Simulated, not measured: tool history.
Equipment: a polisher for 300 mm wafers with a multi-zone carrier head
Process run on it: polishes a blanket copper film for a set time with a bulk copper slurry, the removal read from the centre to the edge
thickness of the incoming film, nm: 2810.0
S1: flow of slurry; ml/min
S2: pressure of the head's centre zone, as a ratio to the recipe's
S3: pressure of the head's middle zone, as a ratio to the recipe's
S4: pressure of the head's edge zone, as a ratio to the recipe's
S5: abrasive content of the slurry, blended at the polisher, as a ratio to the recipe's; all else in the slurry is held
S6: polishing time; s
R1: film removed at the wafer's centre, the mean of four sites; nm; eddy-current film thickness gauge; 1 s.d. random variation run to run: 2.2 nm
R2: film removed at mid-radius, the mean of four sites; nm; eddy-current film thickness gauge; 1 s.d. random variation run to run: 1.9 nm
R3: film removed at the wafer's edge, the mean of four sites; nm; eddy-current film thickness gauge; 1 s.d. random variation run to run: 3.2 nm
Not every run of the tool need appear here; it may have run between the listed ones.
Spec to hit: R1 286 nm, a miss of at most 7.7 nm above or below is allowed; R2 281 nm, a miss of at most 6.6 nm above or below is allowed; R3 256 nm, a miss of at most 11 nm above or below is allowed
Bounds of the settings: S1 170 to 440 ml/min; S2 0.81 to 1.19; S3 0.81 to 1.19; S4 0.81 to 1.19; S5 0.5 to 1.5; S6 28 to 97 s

{"run": 1, "hour": 0.0, "S1": 280, "S2": 1, "S3": 1, "S4": 1, "S5": 1, "S6": 62, "R1": 490.8, "R2": 489.08, "R3": 505.16}
{"run": 2, "hour": 3.2, "S1": 290, "S2": 1.01, "S3": 1.01, "S4": 0.95, "S5": 0.85, "S6": 53, "R1": 413.37, "R2": 409.17, "R3": 403.93}
{"run": 3, "hour": 5.6, "S1": 300, "S2": 1.01, "S3": 1.01, "S4": 0.91, "S5": 0.75, "S6": 48, "R1": 369.24, "R2": 366.52, "R3": 355.05}
{"run": 4, "hour": 11.4, "S1": 300, "S2": 1.01, "S3": 1.01, "S4": 0.91, "S5": 0.85, "S6": 48, "R1": 374.59, "R2": 375.12, "R3": 370.29}
{"run": 5, "hour": 18.4, "S1": 280, "S2": 1.02, "S3": 1.01, "S4": 0.88, "S5": 0.75, "S6": 45, "R1": 350.97, "R2": 344.99, "R3": 325.36}
{"run": 6, "hour": 20.0, "S1": 280, "S2": 1.02, "S3": 1.01, "S4": 0.88, "S5": 0.9, "S6": 45, "R1": 353.13, "R2": 346.73, "R3": 341.73}
{"run": 7, "hour": 25.2, "S1": 255, "S2": 1.01, "S3": 1, "S4": 0.86, "S5": 0.8, "S6": 44, "R1": 338.83, "R2": 330.02, "R3": 317.79}
{"run": 8, "hour": 28.7, "S1": 190, "S2": 0.95, "S3": 0.97, "S4": 0.81, "S5": 0.55, "S6": 39, "R1": 260.77, "R2": 263.13, "R3": 255.57}
{"run": 9, "hour": 29.6, "S1": 220, "S2": 0.97, "S3": 0.98, "S4": 0.81, "S5": 0.55, "S6": 38, "R1": 264.69, "R2": 265.11, "R3": 250.55}

Pick the move, out of 5, that brings all results within their allowed miss; only one does.
{"run": "A", "hour": 30.5, "S1": 240, "S2": 0.85, "S3": 1.05, "S4": 0.83, "S5": 0.55, "S6": 38, "R1": "?", "R2": "?", "R3": "?"}
{"run": "B", "hour": 30.5, "S1": 180, "S2": 0.99, "S3": 0.86, "S4": 0.84, "S5": 0.5, "S6": 39, "R1": "?", "R2": "?", "R3": "?"}
{"run": "C", "hour": 30.5, "S1": 230, "S2": 0.92, "S3": 0.96, "S4": 0.9, "S5": 0.6, "S6": 37, "R1": "?", "R2": "?", "R3": "?"}
{"run": "D", "hour": 30.5, "S1": 295, "S2": 1.06, "S3": 0.91, "S4": 0.81, "S5": 0.5, "S6": 38, "R1": "?", "R2": "?", "R3": "?"}
{"run": "E", "hour": 30.5, "S1": 170, "S2": 1.09, "S3": 1.11, "S4": 0.87, "S5": 0.7, "S6": 37, "R1": "?", "R2": "?", "R3": "?"}

move=A R1=231.9 R2=276.62 R3=261.45
move=B R1=266.32 R2=241.84 R3=261.93
move=C R1=246.63 R2=256.93 R3=267.17
move=D R1=290.71 R2=253.53 R3=258.56
move=E R1=291.28 R2=280.72 R3=263.73
A: the biggest miss grows against the last run
B: the biggest miss grows against the last run
C: the biggest miss grows against the last run
D: brings the result that was furthest off to its target, and leaves another outside
E: in spec on every target
The move that meets every target is E.

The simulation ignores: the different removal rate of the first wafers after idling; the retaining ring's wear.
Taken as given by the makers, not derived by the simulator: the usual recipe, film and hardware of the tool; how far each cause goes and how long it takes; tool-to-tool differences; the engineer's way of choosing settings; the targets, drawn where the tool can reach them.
